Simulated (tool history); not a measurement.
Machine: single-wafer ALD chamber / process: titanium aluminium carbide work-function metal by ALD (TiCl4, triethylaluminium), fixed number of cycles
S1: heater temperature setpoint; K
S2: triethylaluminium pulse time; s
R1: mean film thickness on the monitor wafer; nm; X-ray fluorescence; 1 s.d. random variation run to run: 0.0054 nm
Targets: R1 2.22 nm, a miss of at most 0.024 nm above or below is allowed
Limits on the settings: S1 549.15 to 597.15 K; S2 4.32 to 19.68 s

run 1 hour=0 | S1=573.15 S2=12 | R1=2.1232
run 2 hour=5.8 | S1=575.15 S2=12.16 | R1=2.1394
run 3 hour=11.9 | S1=577.15 S2=12.31 | R1=2.1616
run 4 hour=20.5 | S1=577.15 S2=15.14 | R1=2.1752
run 5 hour=28 | S1=569.15 S2=15.14 | R1=2.1111
run 6 hour=32.4 | S1=572.15 S2=15.37 | R1=2.1385
run 7 hour=33.5 | S1=574.15 S2=15.54 | R1=2.1585
run 8 hour=36.5 | S1=576.15 S2=15.67 | R1=2.1682
run 9 hour=44.7 | S1=578.15 S2=15.78 | R1=2.1806
run 10 hour=51.9 | S1=579.15 S2=15.87 | R1=2.1955

Below are 5 possible settings for the next run. Only one of them brings all results inside the allowed miss of their targets. Which is it?
run A hour=59.1 | S1=577.15 S2=13.54 | R1=?
run B hour=59.1 | S1=574.15 S2=17.87 | R1=?
run C hour=59.1 | S1=575.15 S2=15.41 | R1=?
run D hour=59.1 | S1=581.15 S2=19.64 | R1=?
run E hour=59.1 | S1=576.15 S2=16.12 | R1=?

move=A R1=2.164
move=B R1=2.1555
move=C R1=2.1572
move=D R1=2.215
move=E R1=2.1677
A: its largest miss is bigger than the last run's
B: its largest miss is bigger than the last run's
C: its largest miss is bigger than the last run's
D: hits every target within its allowed miss
E: its largest miss is bigger than the last run's
The move that meets every target is D.
